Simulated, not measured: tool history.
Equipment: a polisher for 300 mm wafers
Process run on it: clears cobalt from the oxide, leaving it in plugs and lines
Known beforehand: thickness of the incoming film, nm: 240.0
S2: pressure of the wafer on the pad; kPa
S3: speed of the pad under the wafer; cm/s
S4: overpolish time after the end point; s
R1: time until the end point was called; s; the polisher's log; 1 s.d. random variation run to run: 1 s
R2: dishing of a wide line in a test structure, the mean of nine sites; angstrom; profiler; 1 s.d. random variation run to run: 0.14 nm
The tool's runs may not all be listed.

Run 1, day 0.000: flow of slurry (ml/min) 270, S2 9.7 kPa, S3 118 cm/s, S4 8 s. Result: R1 67.023 s, R2 236.57 angstrom.
Run 2, day 0.333: flow of slurry (ml/min) 270, S2 9.7 kPa, S3 118 cm/s, S4 7 s. Result: R1 65.522 s, R2 213.79 angstrom.
Run 3, day 0.542: flow of slurry (ml/min) 270, S2 9.7 kPa, S3 118 cm/s, S4 9 s. Result: R1 66.253 s, R2 261.84 angstrom.
Run 4, day 0.875: flow of slurry (ml/min) 315, S2 9.7 kPa, S3 118 cm/s, S4 9 s. Result: R1 64.691 s, R2 265.18 angstrom.
Run 5, day 1.188: flow of slurry (ml/min) 320, S2 9.7 kPa, S3 118 cm/s, S4 8 s. Result: R1 65.291 s, R2 238.40 angstrom.
Run 6, day 1.217: flow of slurry (ml/min) 320, S2 9.7 kPa, S3 138 cm/s, S4 8 s. Result: R1 54.818 s, R2 270.62 angstrom.
Run 7, day 1.421: flow of slurry (ml/min) 320, S2 9.0 kPa, S3 138 cm/s, S4 7 s. Result: R1 58.670 s, R2 235.41 angstrom.
Run 8, day 1.521: flow of slurry (ml/min) 325, S2 8.3 kPa, S3 136 cm/s, S4 6 s. Result: R1 61.822 s, R2 198.14 angstrom.
Run 9, day 1.862: flow of slurry (ml/min) 325, S2 7.6 kPa, S3 136 cm/s, S4 5 s. Result: R1 65.436 s, R2 164.33 angstrom.
At day 2.000: slurry nozzle cleaned.
Run 10, day 2.000: flow of slurry (ml/min) 330, S2 6.9 kPa, S3 136 cm/s, S4 4 s. Result: R1 65.099 s, R2 132.13 angstrom.

What will run 11 give?
Run 11, day 2.229: flow of slurry (ml/min) 325, S2 6.9 kPa, S3 136 cm/s, S4 4 s. Result: R1 ?, R2 ?.

{"run 11": {"R1": 64.563, "R2": 130.28}}
